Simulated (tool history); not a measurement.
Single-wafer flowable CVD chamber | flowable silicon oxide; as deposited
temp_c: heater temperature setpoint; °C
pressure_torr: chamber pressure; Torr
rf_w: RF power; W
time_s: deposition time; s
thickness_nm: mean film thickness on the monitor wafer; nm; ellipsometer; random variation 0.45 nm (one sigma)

Run 1, day 0.000: temp_c 105 °C, pressure_torr 1.07 Torr, rf_w 1780 W, time_s 810 s. Result: thickness_nm 512.48 nm.
Run 2, day 0.288: temp_c 105 °C, pressure_torr 1.07 Torr, rf_w 1645 W, time_s 810 s. Result: thickness_nm 502.58 nm.
Run 3, day 0.575: temp_c 107 °C, pressure_torr 1.07 Torr, rf_w 1645 W, time_s 810 s. Result: thickness_nm 475.81 nm.
Run 4, day 0.850: temp_c 109 °C, pressure_torr 1.06 Torr, rf_w 1645 W, time_s 810 s. Result: thickness_nm 444.35 nm.
Run 5, day 0.967: temp_c 109 °C, pressure_torr 0.95 Torr, rf_w 1645 W, time_s 810 s. Result: thickness_nm 399.14 nm.
At day 1.292: RF generator calibrated.
Run 6, day 1.292: temp_c 109 °C, pressure_torr 0.85 Torr, rf_w 1645 W, time_s 810 s. Result: thickness_nm 361.95 nm.
Run 7, day 1.600: temp_c 111 °C, pressure_torr 0.85 Torr, rf_w 1645 W, time_s 810 s. Result: thickness_nm 339.92 nm.

Run 8 comes next. What will it give?
Run 8, day 1.838: temp_c 112 °C, pressure_torr 0.85 Torr, rf_w 1645 W, time_s 810 s. Result: thickness_nm ?.

thickness_nm: 331.94 nm
